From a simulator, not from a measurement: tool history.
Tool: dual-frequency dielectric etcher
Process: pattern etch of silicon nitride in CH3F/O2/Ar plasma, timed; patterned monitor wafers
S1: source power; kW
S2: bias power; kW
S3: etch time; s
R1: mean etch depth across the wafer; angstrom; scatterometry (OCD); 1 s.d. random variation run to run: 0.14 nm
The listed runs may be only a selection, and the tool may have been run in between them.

run,hour,S1,S2,S3,R1
1,0.0,0.300,0.094,47.0,322.50
2,8.8,0.300,0.106,47.0,329.37
3,9.8,0.250,0.106,47.0,310.03
4,15.7,0.220,0.106,47.0,295.53
5,16.6,0.220,0.106,49.5,309.66
6,25.6,0.220,0.106,47.0,294.50
7,32.3,0.280,0.113,47.0,328.52

Run 8 is up next; what results do you expect?
8,38.4,0.290,0.114,47.0,?

Run 8 yielded R1 332.61 angstrom.
